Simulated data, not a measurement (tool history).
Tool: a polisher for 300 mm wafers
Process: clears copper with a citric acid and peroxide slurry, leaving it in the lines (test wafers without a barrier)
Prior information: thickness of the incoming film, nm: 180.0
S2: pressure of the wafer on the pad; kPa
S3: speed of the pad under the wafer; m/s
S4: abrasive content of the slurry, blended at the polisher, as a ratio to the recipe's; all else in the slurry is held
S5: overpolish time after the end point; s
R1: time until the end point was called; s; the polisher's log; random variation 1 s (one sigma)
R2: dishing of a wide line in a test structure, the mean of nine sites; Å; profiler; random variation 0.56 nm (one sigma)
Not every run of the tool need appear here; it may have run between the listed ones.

Run 1, hour 0.0: flow of slurry (ml/min) 305, S2 17.2 kPa, S3 1.36 m/s, S4 1.00, S5 21 s. Result: R1 74.129 s, R2 399.77 Å.
Run 2, hour 5.1: flow of slurry (ml/min) 305, S2 17.2 kPa, S3 1.12 m/s, S4 1.00, S5 21 s. Result: R1 88.560 s, R2 335.42 Å.
Run 3, hour 10.4: flow of slurry (ml/min) 305, S2 17.2 kPa, S3 1.12 m/s, S4 1.15, S5 21 s. Result: R1 85.554 s, R2 334.63 Å.
Run 4, hour 12.8: flow of slurry (ml/min) 305, S2 13.1 kPa, S3 1.12 m/s, S4 1.15, S5 21 s. Result: R1 105.590 s, R2 272.78 Å.
Run 5, hour 19.0: flow of slurry (ml/min) 305, S2 13.1 kPa, S3 1.12 m/s, S4 1.25, S5 21 s. Result: R1 106.990 s, R2 282.81 Å.
Run 6, hour 23.8: flow of slurry (ml/min) 305, S2 14.5 kPa, S3 1.14 m/s, S4 1.25, S5 23 s. Result: R1 95.578 s, R2 327.22 Å.
Run 7, hour 27.4: flow of slurry (ml/min) 290, S2 15.9 kPa, S3 1.14 m/s, S4 1.20, S5 25 s. Result: R1 91.701 s, R2 377.39 Å.
Run 8, hour 28.7: flow of slurry (ml/min) 280, S2 16.5 kPa, S3 1.14 m/s, S4 1.20, S5 26 s. Result: R1 87.897 s, R2 398.29 Å.
Run 9, hour 33.5: flow of slurry (ml/min) 285, S2 17.2 kPa, S3 1.14 m/s, S4 1.15, S5 27 s. Result: R1 84.499 s, R2 428.41 Å.
Run 10, hour 35.5: flow of slurry (ml/min) 280, S2 17.2 kPa, S3 1.14 m/s, S4 1.15, S5 28 s. Result: R1 83.508 s, R2 443.03 Å.
Run 11, hour 40.9: flow of slurry (ml/min) 280, S2 17.2 kPa, S3 1.14 m/s, S4 1.15, S5 29 s. Result: R1 85.265 s, R2 451.85 Å.

For run 12, what comes out?
Run 12, hour 46.3: flow of slurry (ml/min) 280, S2 17.2 kPa, S3 1.14 m/s, S4 1.15, S5 29 s. Result: R1 ?, R2 ?.

{"run 12": {"R1": 86.292, "R2": 448.63}}
